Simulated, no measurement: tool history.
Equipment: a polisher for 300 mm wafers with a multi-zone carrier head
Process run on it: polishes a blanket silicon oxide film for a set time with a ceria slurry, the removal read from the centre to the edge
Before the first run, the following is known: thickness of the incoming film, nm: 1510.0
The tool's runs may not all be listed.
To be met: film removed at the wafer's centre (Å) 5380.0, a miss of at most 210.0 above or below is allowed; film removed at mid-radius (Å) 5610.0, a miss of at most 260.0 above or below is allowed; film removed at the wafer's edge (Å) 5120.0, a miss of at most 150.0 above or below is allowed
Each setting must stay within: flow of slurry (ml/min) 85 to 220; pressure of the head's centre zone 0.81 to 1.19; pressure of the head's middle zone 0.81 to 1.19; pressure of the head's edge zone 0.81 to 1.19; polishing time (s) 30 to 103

| run | hour | flow of slurry (ml/min) | pressure of the head's centre zone | pressure of the head's middle zone | pressure of the head's edge zone | polishing time (s) | film removed at the wafer's centre (Å) | film removed at mid-radius (Å) | film removed at the wafer's edge (Å) |
|---|---|---|---|---|---|---|---|---|---|
| 1 | 0.0 | 140 | 1.00 | 1.00 | 1.00 | 66 | 3332.6 | 3409.7 | 3323.8 |
| 2 | 1.4 | 165 | 1.00 | 1.00 | 1.00 | 66 | 3424.7 | 3566.4 | 3413.2 |
| 3 | 5.7 | 175 | 1.03 | 1.03 | 1.03 | 72 | 3795.5 | 3847.2 | 3767.2 |
| 4 | 7.0 | 175 | 1.03 | 1.03 | 1.07 | 72 | 3841.4 | 3913.4 | 3851.8 |
| 5 | 8.5 | 175 | 0.99 | 1.03 | 1.07 | 72 | 3641.9 | 3907.9 | 3865.0 |
| 6 | 9.2 | 175 | 0.99 | 1.06 | 1.07 | 72 | 3720.0 | 3973.7 | 3807.6 |
| 7 | 14.5 | 185 | 1.01 | 1.09 | 1.07 | 78 | 4135.5 | 4340.3 | 4135.5 |
|  | 22.5 | worn pad replaced by a new one |
| 8 | 22.5 | 190 | 1.01 | 1.12 | 1.07 | 83 | 4826.1 | 5125.7 | 4890.0 |
| 9 | 23.0 | 195 | 1.02 | 1.14 | 1.06 | 83 | 4852.7 | 5302.8 | 4844.2 |

Consider the 4 candidate settings below. Which is the only one whose results all fall within their allowed miss of target?
| A | 23.5 | 215 | 0.96 | 1.00 | 0.87 | 94 | ? | ? | ? |
| B | 23.5 | 180 | 0.99 | 1.06 | 1.11 | 88 | ? | ? | ? |
| C | 23.5 | 210 | 1.15 | 1.16 | 0.98 | 82 | ? | ? | ? |
| D | 23.5 | 175 | 1.19 | 1.04 | 0.99 | 83 | ? | ? | ? |

| move | film removed at the wafer's centre (Å) | film removed at mid-radius (Å) | film removed at the wafer's edge (Å) |
|---|---|---|---|
| A | 5439.9 | 5693.8 | 5150.0 |
| B | 5092.8 | 5433.2 | 5264.3 |
| C | 5452.6 | 5500.5 | 4701.3 |
| D | 5528.6 | 5034.8 | 4708.7 |
A: in spec on every target
B: gains on the last run, yet a result remains outside its allowed miss
C: puts the biggest miss on target and leaves a different result outside tolerance
D: puts the biggest miss on target and leaves a different result outside tolerance
Answer: A
